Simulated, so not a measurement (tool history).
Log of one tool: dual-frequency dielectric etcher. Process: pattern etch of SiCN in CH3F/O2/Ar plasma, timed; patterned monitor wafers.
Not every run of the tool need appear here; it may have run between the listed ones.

| run | hour | source power (kW) | bias power (kW) | etch time (s) | mean etch depth across the wafer (Å) |
|---|---|---|---|---|---|
| 1 | 0.0 | 0.380 | 0.094 | 39.5 | 166.15 |
| 2 | 2.1 | 0.380 | 0.094 | 36.5 | 153.80 |
| 3 | 10.0 | 0.380 | 0.094 | 39.5 | 166.12 |
| 4 | 17.2 | 0.400 | 0.095 | 39.5 | 171.01 |
| 5 | 19.4 | 0.410 | 0.095 | 39.5 | 172.70 |
| 6 | 20.6 | 0.340 | 0.095 | 39.5 | 160.94 |
| 7 | 26.8 | 0.370 | 0.096 | 39.5 | 166.64 |
| 8 | 33.7 | 0.390 | 0.097 | 39.5 | 169.62 |

For run 9, what comes out?
| 9 | 42.7 | 0.410 | 0.098 | 39.5 | ? |

{"run 9": {"mean etch depth across the wafer (Å)": 173.79}}
